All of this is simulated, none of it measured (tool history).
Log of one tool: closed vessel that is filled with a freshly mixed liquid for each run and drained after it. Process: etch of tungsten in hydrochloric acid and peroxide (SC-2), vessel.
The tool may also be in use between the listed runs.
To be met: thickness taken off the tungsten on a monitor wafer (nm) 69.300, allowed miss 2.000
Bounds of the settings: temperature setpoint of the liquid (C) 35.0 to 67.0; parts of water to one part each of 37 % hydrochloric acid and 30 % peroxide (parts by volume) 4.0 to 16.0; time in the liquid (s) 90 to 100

run,hour,temperature setpoint of the liquid (C),parts of water to one part each of 37 % hydrochloric acid and 30 % peroxide (parts by volume),time in the liquid (s),thickness taken off the tungsten on a monitor wafer (nm)
1,0.0,51.0,9.0,90,22.065
2,8.9,56.0,8.5,90,32.228
3,10.6,59.5,8.5,90,40.540
4,19.2,62.0,8.5,90,47.151
5,26.2,62.0,7.0,90,54.760
6,34.9,63.0,7.0,90,58.370
7,38.4,64.0,7.0,90,61.501
8,46.4,64.5,7.0,90,63.933
9,48.8,65.0,7.0,90,65.941

Which of these 4 next moves meets every target?
A,51.2,63.5,7.0,95,?
B,51.2,66.5,9.0,95,?
C,51.2,66.5,7.5,90,?
D,51.2,64.5,7.0,90,?

move,thickness taken off the tungsten on a monitor wafer (nm)
A,63.699
B,62.563
C,68.629
D,64.158
A: further off than the last run
B: further off than the last run
C: meets every target
D: further off than the last run
Move C is the one to make.
